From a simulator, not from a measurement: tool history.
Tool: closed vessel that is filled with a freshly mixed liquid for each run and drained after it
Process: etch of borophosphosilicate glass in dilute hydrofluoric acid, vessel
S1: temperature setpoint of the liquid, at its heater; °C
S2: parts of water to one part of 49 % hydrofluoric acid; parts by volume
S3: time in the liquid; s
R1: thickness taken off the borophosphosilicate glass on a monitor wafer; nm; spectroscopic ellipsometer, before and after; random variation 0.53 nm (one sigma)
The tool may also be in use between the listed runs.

run  hour    S1  S2   S3       R1
  1   0.0  25.0  75   95   78.231
  2   3.2  25.0  75  100   82.711
  3   8.9  25.0  45  100  143.750
  4  11.5  23.5  45  100  135.230
  5  13.0  23.5  35  100  173.420
  6  17.9  23.5  35   95  168.080
  7  23.6  22.5  40   95  140.590
  8  28.8  21.5  45   95  117.030

Run 9 has not been measured yet. What should we expect?
  9  36.5  20.5  45  95   ?

R1: 112.960 nm
